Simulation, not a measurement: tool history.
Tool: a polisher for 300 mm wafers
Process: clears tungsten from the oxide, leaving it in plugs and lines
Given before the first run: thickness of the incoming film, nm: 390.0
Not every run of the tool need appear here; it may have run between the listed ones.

run,hour,flow of slurry (ml/min),pressure of the wafer on the pad (psi),speed of the pad under the wafer (m/s),abrasive content of the slurry,overpolish time after the end point (s),time until the end point was called (s)
1,0,130,3.8,1.04,1,5,93.852
2,4.5,130,3.6,1.04,1,5,97.91
3,7.7,130,3.4,1.04,1,5,98.156
4,10.1,130,3.4,1.04,1.15,5,96.787
5,11.9,130,3.2,1.04,1.15,5,101.5
6,19.5,130,3,1.04,1.15,5,104.92
7,26,130,2.9,1.04,1.15,5,107.32
8,32.3,130,2.8,1.04,1.15,5,107.69
9,32.8,130,2.7,1.04,1.15,5,114.62
10,40.6,130,2.6,1.04,1.15,5,112.53
11,42.7,130,2.5,1.04,1.15,5,116.26

Run 12, settings as shown, results not yet in. Your forecast:
12,49.3,130,2.4,1.04,1.15,5,?

time until the end point was called (s): 118.28
